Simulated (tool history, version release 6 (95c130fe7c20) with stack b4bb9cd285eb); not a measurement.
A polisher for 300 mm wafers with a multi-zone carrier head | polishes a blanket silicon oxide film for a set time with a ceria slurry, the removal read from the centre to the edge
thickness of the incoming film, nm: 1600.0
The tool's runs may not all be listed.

run	hour	flow of slurry (ml/min)	pressure of the head's centre zone	pressure of the head's middle zone	pressure of the head's edge zone	polishing time (s)	film removed at the wafer's centre (angstrom)	film removed at mid-radius (angstrom)	film removed at the wafer's edge (angstrom)
1	0.0	160	1.00	1.00	1.00	64	4285.2	4438.0	4296.1
2	0.8	145	1.00	1.00	1.00	64	4158.6	4282.7	4319.6
3	5.2	145	1.00	0.95	1.00	64	4087.4	4127.0	4294.6
4	9.4	145	0.94	0.95	1.00	64	3935.2	4190.3	4271.7
# hour 12.1: slurry nozzle cleaned
5	12.1	145	1.00	0.95	1.00	64	4635.9	4513.4	4709.8
6	15.9	145	1.00	0.95	1.04	64	4624.4	4534.2	4738.0
7	20.7	130	0.99	0.92	0.98	58	4026.4	3891.1	4047.5

Run 8 comes next. What will it give?
8	22.4	120	0.95	0.89	0.99	50	?	?	?

film removed at the wafer's centre (angstrom): 3293.2
film removed at mid-radius (angstrom): 3161.1
film removed at the wafer's edge (angstrom): 3482.6

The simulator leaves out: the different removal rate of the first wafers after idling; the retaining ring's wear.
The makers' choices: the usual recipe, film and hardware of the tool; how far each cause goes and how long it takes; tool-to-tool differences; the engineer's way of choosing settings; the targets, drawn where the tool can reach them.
